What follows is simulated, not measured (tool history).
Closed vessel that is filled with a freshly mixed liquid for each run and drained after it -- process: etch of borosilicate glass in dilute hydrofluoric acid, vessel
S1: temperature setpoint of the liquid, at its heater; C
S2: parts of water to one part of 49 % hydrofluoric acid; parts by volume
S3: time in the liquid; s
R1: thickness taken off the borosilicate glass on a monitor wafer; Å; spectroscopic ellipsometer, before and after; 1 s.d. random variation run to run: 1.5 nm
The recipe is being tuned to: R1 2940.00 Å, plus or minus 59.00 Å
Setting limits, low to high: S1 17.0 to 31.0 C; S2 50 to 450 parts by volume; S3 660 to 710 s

run	hour	S1	S2	S3	R1
1	0.0	23.0	250	660	710.03
2	2.2	23.0	250	660	714.08
3	5.2	23.0	165	660	1192.90
4	6.5	23.0	165	660	1181.10
5	8.8	25.0	140	660	1553.70
6	9.9	26.5	130	660	1784.00
7	13.8	27.5	120	660	2046.90
# hour 17.8: thermometer replaced
8	17.8	28.5	115	660	2086.90
9	26.7	29.0	105	660	2335.80
10	32.5	29.5	100	660	2535.80
11	34.6	30.0	95	660	2711.30
12	36.3	30.5	95	660	2775.60
13	44.0	31.0	90	660	3016.40

Which single option among these 5 for the next run brings every result within its allowed miss of target? Just one does.
A	51.7	30.5	90	685	?
B	51.7	28.5	85	705	?
C	51.7	30.5	90	690	?
D	51.7	28.5	85	695	?
E	51.7	30.0	90	665	?

move	R1
A	3060.90
B	3113.10
C	3083.30
D	3069.00
E	2916.00
A: lands further from the targets than the last run did
B: lands further from the targets than the last run did
C: lands further from the targets than the last run did
D: lands further from the targets than the last run did
E: every result lands within tolerance
E is the move that brings every result within its allowed miss.
